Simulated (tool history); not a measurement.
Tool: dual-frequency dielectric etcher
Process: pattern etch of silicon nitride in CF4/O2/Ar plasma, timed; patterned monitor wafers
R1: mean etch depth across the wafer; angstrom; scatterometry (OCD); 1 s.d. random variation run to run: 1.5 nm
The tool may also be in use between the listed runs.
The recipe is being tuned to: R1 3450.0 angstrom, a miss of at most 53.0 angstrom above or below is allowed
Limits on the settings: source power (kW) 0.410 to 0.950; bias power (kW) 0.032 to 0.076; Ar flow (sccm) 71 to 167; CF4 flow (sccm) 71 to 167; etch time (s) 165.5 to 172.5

{"run": 1, "day": 0.0, "source power (kW)": 0.68, "bias power (kW)": 0.054, "Ar flow (sccm)": 119, "CF4 flow (sccm)": 119, "etch time (s)": 165.5, "R1": 4223.9}
{"run": 2, "day": 0.296, "source power (kW)": 0.68, "bias power (kW)": 0.054, "Ar flow (sccm)": 119, "CF4 flow (sccm)": 119, "etch time (s)": 172.5, "R1": 4443.5}
{"run": 3, "day": 0.371, "source power (kW)": 0.68, "bias power (kW)": 0.054, "Ar flow (sccm)": 119, "CF4 flow (sccm)": 108, "etch time (s)": 172.5, "R1": 4403.9}
{"run": 4, "day": 0.675, "source power (kW)": 0.68, "bias power (kW)": 0.054, "Ar flow (sccm)": 119, "CF4 flow (sccm)": 108, "etch time (s)": 172.5, "R1": 4372.3}
{"run": 5, "day": 0.858, "source power (kW)": 0.6, "bias power (kW)": 0.054, "Ar flow (sccm)": 119, "CF4 flow (sccm)": 108, "etch time (s)": 172.5, "R1": 3886.1}
{"run": 6, "day": 1.142, "source power (kW)": 0.59, "bias power (kW)": 0.054, "Ar flow (sccm)": 119, "CF4 flow (sccm)": 108, "etch time (s)": 172.5, "R1": 3865.5}
{"run": 7, "day": 1.246, "source power (kW)": 0.48, "bias power (kW)": 0.054, "Ar flow (sccm)": 119, "CF4 flow (sccm)": 108, "etch time (s)": 172.5, "R1": 3145.0}
{"run": 8, "day": 1.504, "source power (kW)": 0.54, "bias power (kW)": 0.054, "Ar flow (sccm)": 119, "CF4 flow (sccm)": 108, "etch time (s)": 172.5, "R1": 3512.7}

4 next moves are on the table. One of them brings every result within its allowed miss. Which?
{"run": "A", "day": 1.762, "source power (kW)": 0.53, "bias power (kW)": 0.058, "Ar flow (sccm)": 117, "CF4 flow (sccm)": 113, "etch time (s)": 169.5, "R1": "?"}
{"run": "B", "day": 1.762, "source power (kW)": 0.58, "bias power (kW)": 0.051, "Ar flow (sccm)": 130, "CF4 flow (sccm)": 102, "etch time (s)": 172.5, "R1": "?"}
{"run": "C", "day": 1.762, "source power (kW)": 0.54, "bias power (kW)": 0.056, "Ar flow (sccm)": 109, "CF4 flow (sccm)": 138, "etch time (s)": 168.5, "R1": "?"}
{"run": "D", "day": 1.762, "source power (kW)": 0.55, "bias power (kW)": 0.056, "Ar flow (sccm)": 125, "CF4 flow (sccm)": 98, "etch time (s)": 165.5, "R1": "?"}

move=A R1=3568.9
move=B R1=3572.5
move=C R1=3629.7
move=D R1=3461.3
A: misses by more than the last run did
B: misses by more than the last run did
C: misses by more than the last run did
D: all results in spec
The move that meets every target is D.
